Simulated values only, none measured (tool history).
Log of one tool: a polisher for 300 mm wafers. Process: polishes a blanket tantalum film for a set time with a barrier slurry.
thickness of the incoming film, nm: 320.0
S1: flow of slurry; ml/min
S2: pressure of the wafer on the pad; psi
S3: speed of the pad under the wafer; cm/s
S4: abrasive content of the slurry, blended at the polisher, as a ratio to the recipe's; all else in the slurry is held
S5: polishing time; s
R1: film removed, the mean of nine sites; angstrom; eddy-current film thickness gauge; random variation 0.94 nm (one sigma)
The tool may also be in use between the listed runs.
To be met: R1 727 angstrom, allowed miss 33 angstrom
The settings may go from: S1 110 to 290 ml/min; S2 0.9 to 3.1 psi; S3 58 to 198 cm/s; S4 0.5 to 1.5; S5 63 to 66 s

run	hour	S1	S2	S3	S4	S5	R1
1	0	185	2	128	1	63	1495.2
2	4.7	185	1.7	122	1	63	1213
3	12	220	1.7	122	1	63	1214.6
4	19.5	220	1.7	122	0.9	63	1188.4
5	26.6	220	1.5	118	0.9	63	1018.1
6	34	220	1.5	118	0.9	66	1067.9
7	38.6	220	1.3	116	0.9	66	943.11
8	41	220	1.2	114	0.9	66	865.28
9	46.3	220	1.1	114	0.9	66	789.66
# hour 50.3: head pressure recalibrated
10	50.3	220	1	114	0.9	66	667.22
11	52.3	225	1	114	0.9	66	664.46

5 next moves are on the table. One of them brings every result within its allowed miss. Which?
A	54.3	235	1	98	0.9	65	?
B	54.3	230	1.4	108	0.65	63	?
C	54.3	215	0.9	108	1.05	66	?
D	54.3	260	1.1	106	0.75	66	?
E	54.3	220	0.9	106	1	66	?

move	R1
A	580.25
B	714.96
C	600.57
D	640.3
E	584.08
A: further off than the last run
B: meets every target
C: further off than the last run
D: further off than the last run
E: further off than the last run
The right move is B.

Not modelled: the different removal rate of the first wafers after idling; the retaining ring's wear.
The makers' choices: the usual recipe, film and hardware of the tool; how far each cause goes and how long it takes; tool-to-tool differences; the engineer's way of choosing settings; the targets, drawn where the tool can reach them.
